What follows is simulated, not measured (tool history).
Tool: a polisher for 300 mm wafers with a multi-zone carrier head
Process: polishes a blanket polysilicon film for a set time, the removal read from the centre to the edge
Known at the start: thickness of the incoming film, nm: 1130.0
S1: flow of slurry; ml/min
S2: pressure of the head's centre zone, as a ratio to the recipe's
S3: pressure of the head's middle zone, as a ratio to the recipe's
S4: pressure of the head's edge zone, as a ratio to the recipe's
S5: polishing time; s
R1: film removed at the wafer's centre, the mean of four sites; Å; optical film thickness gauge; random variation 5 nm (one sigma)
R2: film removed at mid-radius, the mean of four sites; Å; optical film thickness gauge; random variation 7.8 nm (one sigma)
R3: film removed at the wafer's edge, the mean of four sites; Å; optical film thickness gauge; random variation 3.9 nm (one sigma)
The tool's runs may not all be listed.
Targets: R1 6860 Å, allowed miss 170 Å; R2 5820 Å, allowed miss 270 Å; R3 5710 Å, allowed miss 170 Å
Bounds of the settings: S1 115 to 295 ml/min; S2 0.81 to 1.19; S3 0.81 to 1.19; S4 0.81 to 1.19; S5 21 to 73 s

run	hour	S1	S2	S3	S4	S5	R1	R2	R3
1	0	190	1	1	1	47	4336.5	4219.4	4415.7
2	8.2	190	1	1	1	40	3735	3703.9	3729.8
3	12.2	190	1	1	1.07	40	3709.1	3735.6	3910.2
4	16	210	1.05	1.02	1.06	44	4382.7	4250.3	4292.3
5	17.1	210	1.05	1.02	1	44	4384.1	4133.2	4201.2
6	18	225	1.09	1.04	1	47	4952.7	4636.5	4438.3
7	19.6	235	1.12	1.03	1.02	49	5290.4	4808.9	4727.4
8	24.2	245	1.14	1.03	1.02	51	5677.2	5035.9	4898.3
9	29.8	275	1.19	1.05	1.11	58	6737.4	5810.4	5900.8
10	35.2	275	1.19	1.05	1.11	58	6808.2	5893.8	5949.5

5 next moves are on the table. One of them brings every result within its allowed miss. Which?
A	40.6	295	1.11	1.05	1	62	?	?	?
B	40.6	265	1.17	0.99	1.1	61	?	?	?
C	40.6	260	1.12	1.12	1.11	59	?	?	?
D	40.6	245	1.11	1.19	1.13	59	?	?	?
E	40.6	285	1.19	1.04	1.03	58	?	?	?

move	R1	R2	R3
A	6842.1	6303.2	6154.8
B	7005.4	5830.2	6297.7
C	6474.5	6251.2	6098.6
D	6368.8	6540.1	6115.8
E	6837.8	5825.4	5826.1
A: further off than the last run
B: further off than the last run
C: further off than the last run
D: further off than the last run
E: meets every target
The right move is E.
